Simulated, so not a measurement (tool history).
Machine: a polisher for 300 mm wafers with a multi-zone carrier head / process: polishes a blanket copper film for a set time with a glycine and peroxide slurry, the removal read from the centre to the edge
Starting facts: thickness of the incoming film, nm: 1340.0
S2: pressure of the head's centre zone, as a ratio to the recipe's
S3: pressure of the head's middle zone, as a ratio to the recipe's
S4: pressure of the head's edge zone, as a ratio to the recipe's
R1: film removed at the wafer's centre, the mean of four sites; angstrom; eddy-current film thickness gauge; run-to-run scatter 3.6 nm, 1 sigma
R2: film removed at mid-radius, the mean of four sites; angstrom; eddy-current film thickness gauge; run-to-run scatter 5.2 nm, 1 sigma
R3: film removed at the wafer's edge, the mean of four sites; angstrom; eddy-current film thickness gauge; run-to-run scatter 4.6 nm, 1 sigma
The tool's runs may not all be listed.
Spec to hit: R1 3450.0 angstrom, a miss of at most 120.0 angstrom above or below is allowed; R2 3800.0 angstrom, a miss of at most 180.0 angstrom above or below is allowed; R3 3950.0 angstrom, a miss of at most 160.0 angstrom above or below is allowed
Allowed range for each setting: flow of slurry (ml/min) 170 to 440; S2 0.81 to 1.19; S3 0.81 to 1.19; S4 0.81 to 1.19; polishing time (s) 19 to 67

Run 1, hour 0.0: flow of slurry (ml/min) 280, S2 1.00, S3 1.00, S4 1.00, polishing time (s) 43. Result: R1 2852.6 angstrom, R2 2940.4 angstrom, R3 2819.7 angstrom.
Run 2, hour 7.5: flow of slurry (ml/min) 220, S2 1.00, S3 1.00, S4 1.00, polishing time (s) 43. Result: R1 2731.1 angstrom, R2 2810.6 angstrom, R3 2779.8 angstrom.
Run 3, hour 16.3: flow of slurry (ml/min) 215, S2 0.99, S3 1.01, S4 1.03, polishing time (s) 45. Result: R1 2883.8 angstrom, R2 2905.8 angstrom, R3 2958.6 angstrom.
Run 4, hour 18.2: flow of slurry (ml/min) 215, S2 0.99, S3 1.01, S4 1.03, polishing time (s) 36. Result: R1 2237.6 angstrom, R2 2431.8 angstrom, R3 2403.2 angstrom.
Run 5, hour 19.9: flow of slurry (ml/min) 215, S2 0.99, S3 1.01, S4 1.10, polishing time (s) 36. Result: R1 2312.9 angstrom, R2 2359.0 angstrom, R3 2389.3 angstrom.
Run 6, hour 26.1: flow of slurry (ml/min) 215, S2 0.99, S3 1.01, S4 1.03, polishing time (s) 36. Result: R1 2275.4 angstrom, R2 2372.9 angstrom, R3 2408.1 angstrom.
Run 7, hour 28.0: flow of slurry (ml/min) 205, S2 0.97, S3 1.01, S4 1.03, polishing time (s) 40. Result: R1 2502.4 angstrom, R2 2652.3 angstrom, R3 2649.0 angstrom.
Run 8, hour 29.9: flow of slurry (ml/min) 200, S2 0.94, S3 1.00, S4 1.03, polishing time (s) 43. Result: R1 2517.0 angstrom, R2 2862.9 angstrom, R3 2805.6 angstrom.

Consider the 5 candidate settings below. Which is the only one whose results all fall within their allowed miss of target?
Run A, hour 31.8: flow of slurry (ml/min) 170, S2 0.88, S3 0.94, S4 0.97, polishing time (s) 33. Result: R1 ?, R2 ?, R3 ?.
Run B, hour 31.8: flow of slurry (ml/min) 170, S2 0.95, S3 0.91, S4 1.16, polishing time (s) 34. Result: R1 ?, R2 ?, R3 ?.
Run C, hour 31.8: flow of slurry (ml/min) 215, S2 0.86, S3 0.91, S4 0.95, polishing time (s) 62. Result: R1 ?, R2 ?, R3 ?.
Run D, hour 31.8: flow of slurry (ml/min) 190, S2 0.82, S3 0.84, S4 1.14, polishing time (s) 66. Result: R1 ?, R2 ?, R3 ?.
Run E, hour 31.8: flow of slurry (ml/min) 175, S2 0.95, S3 0.87, S4 1.11, polishing time (s) 65. Result: R1 ?, R2 ?, R3 ?.

move      R1      R2      R3
   A  1796.0  2041.2  2044.2
   B  1995.6  2055.5  2302.8
   C  3436.9  3891.7  3908.5
   D  3418.5  3854.2  4494.1
   E  3835.8  3831.4  4321.7
A: misses by more than the last run did
B: misses by more than the last run did
C: each result inside its tolerance
D: the worst result of the last run now meets its target, but another is out of spec
E: carries the result that was furthest off beyond its target, to the other side
So the answer is move C, the one that meets all the targets.

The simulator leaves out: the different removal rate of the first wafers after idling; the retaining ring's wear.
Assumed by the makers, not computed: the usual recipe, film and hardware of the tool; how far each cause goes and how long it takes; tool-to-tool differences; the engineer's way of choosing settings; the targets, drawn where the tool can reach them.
